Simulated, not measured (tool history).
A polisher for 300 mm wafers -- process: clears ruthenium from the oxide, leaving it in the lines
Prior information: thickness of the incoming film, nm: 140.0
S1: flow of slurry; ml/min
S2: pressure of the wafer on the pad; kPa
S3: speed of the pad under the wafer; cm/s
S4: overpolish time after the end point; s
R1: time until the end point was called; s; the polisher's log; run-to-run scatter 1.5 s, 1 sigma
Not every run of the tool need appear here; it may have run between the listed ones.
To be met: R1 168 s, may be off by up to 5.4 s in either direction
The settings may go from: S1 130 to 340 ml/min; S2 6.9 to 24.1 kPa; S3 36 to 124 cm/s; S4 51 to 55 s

run 1 hour=0 | S1=220 S2=15.2 S3=80 S4=51 | R1=116.09
run 2 hour=6.9 | S1=220 S2=12.4 S3=80 S4=51 | R1=141.31
run 3 hour=13.5 | S1=275 S2=12.4 S3=80 S4=51 | R1=138.42
run 4 hour=15.7 | S1=275 S2=12.4 S3=80 S4=55 | R1=137.82
run 5 hour=18.8 | S1=275 S2=11.7 S3=80 S4=55 | R1=145.64
run 6 hour=24.7 | S1=275 S2=11.7 S3=80 S4=55 | R1=145.03
run 7 hour=25.7 | S1=275 S2=11.7 S3=80 S4=55 | R1=143.22
run 8 hour=28.7 | S1=275 S2=11 S3=80 S4=55 | R1=155.11

Pick the move, out of 5, that brings all results within their allowed miss; only one does.
run A hour=31.7 | S1=280 S2=11.7 S3=84 S4=55 | R1=?
run B hour=31.7 | S1=285 S2=11 S3=78 S4=55 | R1=?
run C hour=31.7 | S1=265 S2=10.3 S3=78 S4=55 | R1=?
run D hour=31.7 | S1=340 S2=14.5 S3=60 S4=51 | R1=?
run E hour=31.7 | S1=275 S2=12.4 S3=80 S4=55 | R1=?

move=A R1=138.04
move=B R1=156.97
move=C R1=168.06
move=D R1=153.38
move=E R1=137.22
A: the biggest miss grows against the last run
B: better than the last run, though not everything is in spec
C: in spec on every target
D: the biggest miss grows against the last run
E: the biggest miss grows against the last run
The right move is C.
